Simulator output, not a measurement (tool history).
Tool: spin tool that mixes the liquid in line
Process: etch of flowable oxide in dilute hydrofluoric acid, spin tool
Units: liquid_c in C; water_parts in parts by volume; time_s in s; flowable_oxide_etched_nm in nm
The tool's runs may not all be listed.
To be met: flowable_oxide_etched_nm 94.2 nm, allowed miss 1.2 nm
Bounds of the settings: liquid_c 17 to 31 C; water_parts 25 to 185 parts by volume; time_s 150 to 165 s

Run 1, hour 0: liquid_c 23 C, water_parts 105 parts by volume, time_s 150 s. Result: flowable_oxide_etched_nm 55.839 nm.
Run 2, hour 1.6: liquid_c 25 C, water_parts 100 parts by volume, time_s 150 s. Result: flowable_oxide_etched_nm 63.102 nm.
Run 3, hour 4.7: liquid_c 26.5 C, water_parts 95 parts by volume, time_s 150 s. Result: flowable_oxide_etched_nm 71.127 nm.
Run 4, hour 7.4: liquid_c 26.5 C, water_parts 95 parts by volume, time_s 165 s. Result: flowable_oxide_etched_nm 78.214 nm.
Run 5, hour 9.3: liquid_c 26.5 C, water_parts 95 parts by volume, time_s 165 s. Result: flowable_oxide_etched_nm 78.159 nm.
Run 6, hour 16.1: liquid_c 26.5 C, water_parts 95 parts by volume, time_s 150 s. Result: flowable_oxide_etched_nm 71.013 nm.
Run 7, hour 20.5: liquid_c 27.5 C, water_parts 95 parts by volume, time_s 150 s. Result: flowable_oxide_etched_nm 74.122 nm.
Run 8, hour 27.8: liquid_c 28.5 C, water_parts 95 parts by volume, time_s 150 s. Result: flowable_oxide_etched_nm 76.706 nm.
Run 9, hour 29: liquid_c 29 C, water_parts 95 parts by volume, time_s 150 s. Result: flowable_oxide_etched_nm 78.484 nm.
Run 10, hour 31.3: liquid_c 29 C, water_parts 95 parts by volume, time_s 150 s. Result: flowable_oxide_etched_nm 78.756 nm.
Run 11, hour 36.1: liquid_c 29.5 C, water_parts 95 parts by volume, time_s 150 s. Result: flowable_oxide_etched_nm 79.446 nm.
Run 12, hour 37.2: liquid_c 31 C, water_parts 80 parts by volume, time_s 150 s. Result: flowable_oxide_etched_nm 102.63 nm.
Run 13, hour 39: liquid_c 30.5 C, water_parts 80 parts by volume, time_s 150 s. Result: flowable_oxide_etched_nm 100.66 nm.
Run 14, hour 40.6: liquid_c 30 C, water_parts 80 parts by volume, time_s 150 s. Result: flowable_oxide_etched_nm 98.433 nm.

Which of these 4 next moves meets every target?
Run A, hour 42.2: liquid_c 27 C, water_parts 80 parts by volume, time_s 160 s. Result: flowable_oxide_etched_nm ?.
Run B, hour 42.2: liquid_c 31 C, water_parts 85 parts by volume, time_s 150 s. Result: flowable_oxide_etched_nm ?.
Run C, hour 42.2: liquid_c 30.5 C, water_parts 85 parts by volume, time_s 155 s. Result: flowable_oxide_etched_nm ?.
Run D, hour 42.2: liquid_c 29.5 C, water_parts 80 parts by volume, time_s 150 s. Result: flowable_oxide_etched_nm ?.

move  flowable_oxide_etched_nm
   A                     93.67
   B                    95.695
   C                    97.036
   D                    96.749
A: meets every target
B: nearer than the last run, and not there yet
C: nearer than the last run, and not there yet
D: nearer than the last run, and not there yet
The right move is A.
